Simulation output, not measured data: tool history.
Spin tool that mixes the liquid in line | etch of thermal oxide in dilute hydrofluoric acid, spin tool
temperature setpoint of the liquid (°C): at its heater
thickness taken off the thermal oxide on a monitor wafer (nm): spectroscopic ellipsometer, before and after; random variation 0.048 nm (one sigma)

run  hour  temperature setpoint of the liquid (°C)  parts of water to one part of 49 % hydrofluoric acid (parts by volume)  time under the liquid (s)  thickness taken off the thermal oxide on a monitor wafer (nm)
  1   0.0                                     21.0                                                                     240                        300                                                         4.6461
  2   3.0                                     20.0                                                                     250                        300                                                         4.2721
  3  11.5                                     23.0                                                                     250                        300                                                         4.7534
  4  20.0                                     23.0                                                                     250                        320                                                         5.0647
  5  25.3                                     21.5                                                                     250                        320                                                         4.8022
  6  29.3                                     21.5                                                                     175                        320                                                         7.2663
  7  32.5                                     21.0                                                                     210                        320                                                         5.8385

Forecast run 8:
  8  34.7                                     20.5                                                                     230                        320                                                              ?

Run 8 gave thickness taken off the thermal oxide on a monitor wafer (nm) 5.1183.
